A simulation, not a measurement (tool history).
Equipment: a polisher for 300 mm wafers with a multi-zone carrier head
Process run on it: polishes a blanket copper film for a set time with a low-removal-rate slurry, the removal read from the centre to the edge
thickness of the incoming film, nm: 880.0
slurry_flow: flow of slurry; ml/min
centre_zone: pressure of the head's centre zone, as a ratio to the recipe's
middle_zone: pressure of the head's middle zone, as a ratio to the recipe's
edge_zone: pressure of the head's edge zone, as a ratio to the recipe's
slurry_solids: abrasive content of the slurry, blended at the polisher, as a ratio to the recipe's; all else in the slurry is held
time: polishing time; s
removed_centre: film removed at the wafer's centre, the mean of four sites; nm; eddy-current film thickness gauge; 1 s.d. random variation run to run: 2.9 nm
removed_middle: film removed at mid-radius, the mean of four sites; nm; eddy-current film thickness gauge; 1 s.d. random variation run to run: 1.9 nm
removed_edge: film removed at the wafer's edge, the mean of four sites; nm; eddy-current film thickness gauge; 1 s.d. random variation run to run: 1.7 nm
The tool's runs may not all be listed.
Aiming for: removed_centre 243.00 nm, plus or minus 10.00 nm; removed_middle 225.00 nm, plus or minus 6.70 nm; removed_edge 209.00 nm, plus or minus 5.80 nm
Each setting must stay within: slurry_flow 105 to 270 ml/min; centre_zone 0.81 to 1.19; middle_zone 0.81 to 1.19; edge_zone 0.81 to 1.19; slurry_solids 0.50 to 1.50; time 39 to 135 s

| run | hour | slurry_flow | centre_zone | middle_zone | edge_zone | slurry_solids | time | removed_centre | removed_middle | removed_edge |
|---|---|---|---|---|---|---|---|---|---|---|
| 1 | 0.0 | 175 | 1.00 | 1.00 | 1.00 | 1.00 | 87 | 281.20 | 284.89 | 277.19 |
| 2 | 1.0 | 175 | 1.00 | 1.00 | 1.00 | 1.00 | 109 | 349.42 | 352.14 | 349.19 |
| 3 | 6.8 | 175 | 1.00 | 1.00 | 1.00 | 1.00 | 125 | 405.68 | 402.10 | 400.96 |
| 4 | 7.5 | 170 | 1.02 | 0.99 | 0.95 | 0.85 | 109 | 341.73 | 338.49 | 328.12 |
| 5 | 16.1 | 170 | 1.04 | 0.97 | 0.92 | 0.75 | 97 | 302.40 | 289.92 | 279.65 |
| 6 | 20.5 | 170 | 1.04 | 1.04 | 0.92 | 0.75 | 97 | 303.28 | 307.64 | 285.05 |
| 7 | 25.9 | 170 | 1.05 | 1.01 | 0.89 | 0.65 | 90 | 273.96 | 271.96 | 250.39 |
| 8 | 30.4 | 170 | 1.05 | 1.01 | 0.89 | 0.65 | 90 | 280.04 | 269.86 | 250.25 |
| 9 | 37.8 | 145 | 1.06 | 0.97 | 0.81 | 0.50 | 80 | 231.55 | 212.66 | 200.95 |

Of the 4 settings listed for the next run, only one would bring every result within its allowed miss of target. Which one?
| A | 45.2 | 140 | 1.07 | 0.98 | 0.81 | 0.50 | 84 | ? | ? | ? |
| B | 45.2 | 105 | 1.07 | 0.86 | 0.89 | 0.50 | 85 | ? | ? | ? |
| C | 45.2 | 140 | 0.98 | 1.00 | 0.83 | 0.50 | 80 | ? | ? | ? |
| D | 45.2 | 125 | 1.02 | 1.00 | 0.91 | 0.50 | 81 | ? | ? | ? |

| move | removed_centre | removed_middle | removed_edge |
|---|---|---|---|
| A | 243.09 | 222.39 | 208.17 |
| B | 229.10 | 189.81 | 210.42 |
| C | 212.37 | 215.53 | 200.24 |
| D | 218.00 | 213.31 | 207.63 |
A: all results land within tolerance of their targets
B: the biggest miss grows against the last run
C: the biggest miss grows against the last run
D: the biggest miss grows against the last run
A is the move that brings every result within its allowed miss.

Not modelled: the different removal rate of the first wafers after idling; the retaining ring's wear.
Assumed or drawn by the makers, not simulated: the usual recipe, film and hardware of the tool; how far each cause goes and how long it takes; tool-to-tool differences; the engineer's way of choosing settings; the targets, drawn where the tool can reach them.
